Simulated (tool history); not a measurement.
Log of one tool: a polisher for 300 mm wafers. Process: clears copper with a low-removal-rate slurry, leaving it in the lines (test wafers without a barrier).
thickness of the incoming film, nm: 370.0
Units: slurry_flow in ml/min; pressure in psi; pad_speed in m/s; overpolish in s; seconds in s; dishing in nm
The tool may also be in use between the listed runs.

run	hour	slurry_flow	pressure	pad_speed	slurry_solids	overpolish	seconds	dishing
1	0.0	195	2.8	1.08	1.0	16	115.79	23.388
2	7.2	200	2.9	1.10	1.0	13	109.16	21.889
3	14.0	250	2.9	1.10	1.0	13	105.81	21.420
4	19.7	250	2.9	1.10	1.0	18	104.86	27.240
5	24.0	250	2.9	1.10	0.8	18	112.31	25.955
6	32.8	250	2.4	1.10	0.8	18	135.73	23.430

Forecast run 7:
7	39.2	265	2.6	1.10	0.9	14	?	?

seconds: 119.90 s
dishing: 22.201 nm

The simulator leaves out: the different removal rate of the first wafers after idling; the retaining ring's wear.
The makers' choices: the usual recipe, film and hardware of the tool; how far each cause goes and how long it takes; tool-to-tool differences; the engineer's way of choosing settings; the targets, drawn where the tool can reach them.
